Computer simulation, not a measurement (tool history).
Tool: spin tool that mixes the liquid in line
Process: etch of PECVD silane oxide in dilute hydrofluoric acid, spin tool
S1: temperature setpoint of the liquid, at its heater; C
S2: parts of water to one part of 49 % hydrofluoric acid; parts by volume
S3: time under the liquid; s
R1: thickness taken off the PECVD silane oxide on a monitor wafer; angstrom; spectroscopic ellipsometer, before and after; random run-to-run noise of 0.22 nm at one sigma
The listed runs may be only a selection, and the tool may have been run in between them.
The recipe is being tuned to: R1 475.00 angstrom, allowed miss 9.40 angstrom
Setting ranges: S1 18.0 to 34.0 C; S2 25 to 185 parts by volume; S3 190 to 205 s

run    day    S1   S2   S3       R1
  1  0.000  26.0  105  190   662.29
  2  0.138  25.0  105  190   636.75
  3  0.500  25.0   80  190   860.04
  4  0.858  25.0   55  190  1303.50
  5  1.138  25.0   75  190   932.84
  6  1.250  25.0   75  190   928.73
  7  1.621  24.0   80  190   831.69
  8  1.696  23.0   85  190   749.85
  9  1.746  22.0   90  190   671.15
 10  1.883  21.5   90  190   656.58
 11  1.975  21.0   90  190   643.85
 12  2.038  20.5   90  190   630.23
 13  2.221  20.0   90  190   612.39
 14  2.312  18.0  110  190   455.68

Which single option among these 4 for the next run brings every result within its allowed miss of target? Just one does.
  A  2.404  18.0  115  195   ?
  B  2.404  19.5  115  195   ?
  C  2.404  19.0  125  205   ?
  D  2.404  20.5  120  190   ?

move      R1
   A  443.97
   B  472.24
   C  442.77
   D  456.74
A: its largest miss is bigger than the last run's
B: meets every target
C: its largest miss is bigger than the last run's
D: gains on the last run, yet a result remains outside its allowed miss
Answer: B
